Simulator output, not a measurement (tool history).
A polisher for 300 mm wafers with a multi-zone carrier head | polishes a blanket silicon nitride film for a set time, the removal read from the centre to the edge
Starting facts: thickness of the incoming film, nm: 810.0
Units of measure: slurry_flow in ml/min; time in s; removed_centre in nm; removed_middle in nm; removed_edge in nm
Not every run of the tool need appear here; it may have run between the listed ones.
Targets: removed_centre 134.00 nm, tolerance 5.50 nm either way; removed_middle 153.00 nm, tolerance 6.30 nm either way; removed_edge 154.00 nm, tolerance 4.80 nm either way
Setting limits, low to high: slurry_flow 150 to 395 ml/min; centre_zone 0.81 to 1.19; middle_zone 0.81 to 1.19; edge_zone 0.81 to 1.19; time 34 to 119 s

run	hour	slurry_flow	centre_zone	middle_zone	edge_zone	time	removed_centre	removed_middle	removed_edge
1	0.0	250	1.00	1.00	1.00	76	225.58	238.19	238.31
2	5.2	250	1.00	1.00	0.92	76	225.06	231.76	229.36
3	12.2	250	1.04	1.00	0.92	76	243.65	233.43	228.17
4	18.1	250	1.04	0.92	0.92	76	237.33	218.73	231.87
5	21.3	250	0.97	0.92	0.92	76	226.46	222.59	227.21
6	25.4	250	1.05	0.92	0.92	76	239.25	216.92	231.60
7	29.9	245	1.02	0.92	0.92	72	219.59	206.36	218.15
8	36.5	210	0.92	0.90	0.85	50	134.01	137.51	144.78
9	41.1	215	0.91	0.91	0.86	50	134.70	143.19	148.11

Pick the move, out of 4, that brings all results within their allowed miss; only one does.
A	45.7	150	0.96	0.81	0.96	58	?	?	?
B	45.7	285	0.85	1.09	0.87	51	?	?	?
C	45.7	160	0.83	0.96	0.91	54	?	?	?
D	45.7	320	0.83	0.91	0.81	52	?	?	?

move	removed_centre	removed_middle	removed_edge
A	151.60	139.65	164.92
B	132.97	175.06	150.87
C	124.07	151.98	151.95
D	133.94	155.15	151.93
A: further off than the last run
B: moves the result that the last run missed by most past its target, out the other side
C: gets the furthest-off result to its target, but another result is out of tolerance
D: every result lands within tolerance
D is the move that brings every result within its allowed miss.
